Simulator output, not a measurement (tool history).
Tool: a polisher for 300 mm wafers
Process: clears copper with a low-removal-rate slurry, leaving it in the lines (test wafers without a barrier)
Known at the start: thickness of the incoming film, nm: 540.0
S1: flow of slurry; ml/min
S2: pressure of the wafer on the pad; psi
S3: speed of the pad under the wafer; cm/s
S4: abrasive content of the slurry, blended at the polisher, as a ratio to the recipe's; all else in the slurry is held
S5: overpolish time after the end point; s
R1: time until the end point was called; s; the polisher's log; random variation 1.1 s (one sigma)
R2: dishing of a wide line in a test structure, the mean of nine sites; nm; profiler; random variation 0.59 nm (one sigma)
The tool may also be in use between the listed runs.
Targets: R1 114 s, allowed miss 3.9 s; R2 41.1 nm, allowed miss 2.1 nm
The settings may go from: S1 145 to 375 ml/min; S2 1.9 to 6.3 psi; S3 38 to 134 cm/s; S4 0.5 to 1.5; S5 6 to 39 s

{"run": 1, "day": 0.0, "S1": 240, "S2": 4.1, "S3": 86, "S4": 1, "S5": 20, "R1": 167.04, "R2": 40.816}
{"run": 2, "day": 0.308, "S1": 245, "S2": 4.5, "S3": 86, "S4": 1, "S5": 18, "R1": 155.33, "R2": 39.929}
{"run": 3, "day": 0.504, "S1": 245, "S2": 4.9, "S3": 86, "S4": 1, "S5": 16, "R1": 143.57, "R2": 38.706}
{"run": 4, "day": 0.692, "S1": 245, "S2": 5.2, "S3": 86, "S4": 1, "S5": 15, "R1": 139.34, "R2": 37.349}
{"run": 5, "day": 1.071, "S1": 250, "S2": 5.5, "S3": 86, "S4": 1, "S5": 15, "R1": 134.17, "R2": 39.574}
{"run": 6, "day": 1.321, "S1": 250, "S2": 5.5, "S3": 86, "S4": 1, "S5": 21, "R1": 132.63, "R2": 48.751}
{"run": 7, "day": 1.375, "S1": 250, "S2": 5.5, "S3": 86, "S4": 1, "S5": 21, "R1": 129.8, "R2": 50.258}
{"run": 8, "day": 1.517, "S1": 265, "S2": 6.1, "S3": 88, "S4": 1, "S5": 11, "R1": 118.61, "R2": 34.028}

4 next moves are on the table. One of them brings every result within its allowed miss. Which?
{"run": "A", "day": 1.658, "S1": 280, "S2": 6.3, "S3": 90, "S4": 0.9, "S5": 14, "R1": "?", "R2": "?"}
{"run": "B", "day": 1.658, "S1": 265, "S2": 6.3, "S3": 100, "S4": 1.05, "S5": 13, "R1": "?", "R2": "?"}
{"run": "C", "day": 1.658, "S1": 340, "S2": 5.9, "S3": 80, "S4": 1.05, "S5": 18, "R1": "?", "R2": "?"}
{"run": "D", "day": 1.658, "S1": 250, "S2": 6.1, "S3": 90, "S4": 0.8, "S5": 16, "R1": "?", "R2": "?"}

move=A R1=114.29 R2=41.525
move=B R1=104.23 R2=42.081
move=C R1=124.25 R2=46.721
move=D R1=121.19 R2=43.806
A: meets every target
B: brings the result that was furthest off to its target, and leaves another outside
C: takes the result that was furthest off past its target
D: takes the result that was furthest off past its target
Move A is the one to make.
